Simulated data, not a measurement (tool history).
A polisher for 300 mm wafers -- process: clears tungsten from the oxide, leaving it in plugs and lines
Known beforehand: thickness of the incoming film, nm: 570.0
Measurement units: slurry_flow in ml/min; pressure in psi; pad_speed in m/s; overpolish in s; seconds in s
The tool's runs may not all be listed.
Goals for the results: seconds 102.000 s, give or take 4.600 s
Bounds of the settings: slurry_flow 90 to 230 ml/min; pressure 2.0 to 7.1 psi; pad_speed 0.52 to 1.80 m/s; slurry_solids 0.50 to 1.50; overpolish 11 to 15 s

run,hour,slurry_flow,pressure,pad_speed,slurry_solids,overpolish,seconds
1,0.0,150,4.5,1.16,1.00,15,71.513
2,8.4,150,4.5,1.32,1.00,15,67.055
3,17.2,150,4.0,1.30,1.00,15,75.339
4,25.4,185,4.0,1.30,1.00,15,71.661
5,32.0,185,4.7,1.30,1.00,15,62.517
6,38.3,185,4.0,1.30,1.00,15,71.558
7,46.6,185,3.6,1.28,1.00,15,80.647
8,54.1,185,3.3,1.28,1.00,15,87.986

Of the 4 settings listed for the next run, only one would bring every result within its allowed miss of target. Which one?
A,61.6,205,3.0,1.26,1.10,15,?
B,61.6,230,3.9,0.82,1.25,12,?
C,61.6,170,3.1,1.46,0.90,15,?
D,61.6,180,3.1,1.14,0.90,15,?

move,seconds
A,92.213
B,89.816
C,87.367
D,102.170
A: better than the last run, though not everything is in spec
B: better than the last run, though not everything is in spec
C: no better and no worse than the last run
D: all results land within tolerance of their targets
The right move is D.

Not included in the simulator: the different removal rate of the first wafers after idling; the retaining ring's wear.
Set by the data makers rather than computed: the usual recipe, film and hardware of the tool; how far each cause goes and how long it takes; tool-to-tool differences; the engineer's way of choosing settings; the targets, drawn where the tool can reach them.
